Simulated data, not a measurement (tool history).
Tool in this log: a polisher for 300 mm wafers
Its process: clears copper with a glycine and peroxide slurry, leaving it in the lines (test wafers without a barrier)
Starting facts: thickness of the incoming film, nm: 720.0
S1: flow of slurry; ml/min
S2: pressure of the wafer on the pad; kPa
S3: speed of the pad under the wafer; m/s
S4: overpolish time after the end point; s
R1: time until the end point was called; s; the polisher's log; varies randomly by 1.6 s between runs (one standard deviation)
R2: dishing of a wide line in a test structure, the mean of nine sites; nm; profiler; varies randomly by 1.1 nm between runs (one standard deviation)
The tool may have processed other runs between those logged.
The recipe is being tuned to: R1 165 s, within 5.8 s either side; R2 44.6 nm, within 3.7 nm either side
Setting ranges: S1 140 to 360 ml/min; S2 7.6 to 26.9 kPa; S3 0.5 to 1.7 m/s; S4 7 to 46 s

run 1 hour=0 | S1=230 S2=17.2 S3=1.1 S4=24 | R1=148.93 R2=64.117
run 2 hour=5.9 | S1=230 S2=20 S3=1.1 S4=24 | R1=136.04 R2=68.669
run 3 hour=6.6 | S1=230 S2=18.6 S3=1.1 S4=21 | R1=141.69 R2=63.481
run 4 hour=9.6 | S1=230 S2=18.6 S3=1.1 S4=11 | R1=140.03 R2=38.069
run 5 hour=10.1 | S1=230 S2=17.9 S3=1.1 S4=12 | R1=145.94 R2=40.844
run 6 hour=12.8 | S1=230 S2=17.9 S3=1.28 S4=12 | R1=132.47 R2=43.866
run 7 hour=17.5 | S1=230 S2=16.5 S3=1.28 S4=13 | R1=138.59 R2=45.694
run 8 hour=25.8 | S1=230 S2=15.9 S3=1.28 S4=13 | R1=139.52 R2=42.479
run 9 hour=33.9 | S1=230 S2=15.2 S3=1.26 S4=14 | R1=147.77 R2=46.543
run 10 hour=41.8 | S1=230 S2=14.5 S3=1.26 S4=14 | R1=151.85 R2=43.401
run 11 hour=42.9 | S1=230 S2=13.8 S3=1.26 S4=15 | R1=153.86 R2=44.266

Exercise: of the 4 proposed moves below, exactly one satisfies all targets within the stated allowed misses. Which move is it?
run A hour=44 | S1=235 S2=13.8 S3=1.38 S4=14 | R1=? R2=?
run B hour=44 | S1=270 S2=13.1 S3=1.18 S4=15 | R1=? R2=?
run C hour=44 | S1=325 S2=11.7 S3=1.5 S4=14 | R1=? R2=?
run D hour=44 | S1=230 S2=11.7 S3=1.5 S4=13 | R1=? R2=?

move=A R1=148.44 R2=44.001
move=B R1=167.11 R2=42.597
move=C R1=149.48 R2=43.523
move=D R1=154.94 R2=40.087
A: the biggest miss grows against the last run
B: each result inside its tolerance
C: the biggest miss grows against the last run
D: moves toward the targets from the last run without getting all of them in spec
B is the move that brings every result within its allowed miss.
